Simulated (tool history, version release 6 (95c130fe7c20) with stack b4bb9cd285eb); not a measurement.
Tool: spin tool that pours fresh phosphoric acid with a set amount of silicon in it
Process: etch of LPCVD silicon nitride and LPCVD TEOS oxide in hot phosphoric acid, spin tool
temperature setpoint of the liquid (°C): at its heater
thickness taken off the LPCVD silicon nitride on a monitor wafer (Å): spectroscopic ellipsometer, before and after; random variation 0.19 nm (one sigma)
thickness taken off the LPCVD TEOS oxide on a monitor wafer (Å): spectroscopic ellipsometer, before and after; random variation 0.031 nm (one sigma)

run	hour	temperature setpoint of the liquid (°C)	silicon dissolved in the acid as it is poured (mg a litre)	time under the liquid (s)	thickness taken off the LPCVD silicon nitride on a monitor wafer (Å)	thickness taken off the LPCVD TEOS oxide on a monitor wafer (Å)
1	0	161	15.5	180	155.95	4.8973
2	6.7	161.5	19	190	167.57	3.6271
3	13.5	161.5	19	125	109.55	3.1696
4	22.1	161.5	12	125	109.31	3.3929
5	26	159.5	12	125	103.22	2.8252
6	30.4	160.5	12	125	104.86	3.0265
7	35	161	16	145	124.04	2.9942
8	38.3	161.5	17.5	160	138.68	3.8558

Forecast run 9:
9	41	159.5	27.5	250	?	?

Run 9 gave thickness taken off the LPCVD silicon nitride on a monitor wafer (Å) 204.36, thickness taken off the LPCVD TEOS oxide on a monitor wafer (Å) 3.7904.
